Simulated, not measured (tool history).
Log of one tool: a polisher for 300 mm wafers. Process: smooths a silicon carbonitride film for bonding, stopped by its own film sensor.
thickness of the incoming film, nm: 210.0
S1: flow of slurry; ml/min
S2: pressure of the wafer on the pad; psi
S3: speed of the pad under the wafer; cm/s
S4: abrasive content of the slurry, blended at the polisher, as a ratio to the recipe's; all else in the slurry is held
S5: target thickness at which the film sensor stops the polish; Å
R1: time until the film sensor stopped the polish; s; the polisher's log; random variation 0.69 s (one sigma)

Run 1, hour 0.0: S1 230 ml/min, S2 1.3 psi, S3 80 cm/s, S4 1.00, S5 1960 Å. Result: R1 110.380 s.
Run 2, hour 7.5: S1 230 ml/min, S2 1.3 psi, S3 80 cm/s, S4 1.15, S5 1960 Å. Result: R1 98.942 s.
Run 3, hour 13.1: S1 230 ml/min, S2 1.3 psi, S3 80 cm/s, S4 1.00, S5 1960 Å. Result: R1 109.240 s.
Run 4, hour 15.6: S1 230 ml/min, S2 1.1 psi, S3 80 cm/s, S4 1.00, S5 1960 Å. Result: R1 130.220 s.
Run 5, hour 21.1: S1 230 ml/min, S2 1.2 psi, S3 80 cm/s, S4 1.00, S5 1960 Å. Result: R1 117.990 s.
Run 6, hour 29.4: S1 230 ml/min, S2 1.2 psi, S3 80 cm/s, S4 1.00, S5 1980 Å. Result: R1 100.710 s.
Run 7, hour 35.1: S1 230 ml/min, S2 1.3 psi, S3 80 cm/s, S4 1.00, S5 1980 Å. Result: R1 92.831 s.
Run 8, hour 37.3: S1 235 ml/min, S2 1.5 psi, S3 80 cm/s, S4 1.00, S5 1980 Å. Result: R1 79.995 s.
Run 9, hour 40.7: S1 235 ml/min, S2 1.6 psi, S3 80 cm/s, S4 1.00, S5 1980 Å. Result: R1 75.581 s.

The next listed run, before its measurement:
Run 10, hour 42.3: S1 235 ml/min, S2 1.7 psi, S3 80 cm/s, S4 1.00, S5 1980 Å. Result: R1 ?.

R1: 71.309 s

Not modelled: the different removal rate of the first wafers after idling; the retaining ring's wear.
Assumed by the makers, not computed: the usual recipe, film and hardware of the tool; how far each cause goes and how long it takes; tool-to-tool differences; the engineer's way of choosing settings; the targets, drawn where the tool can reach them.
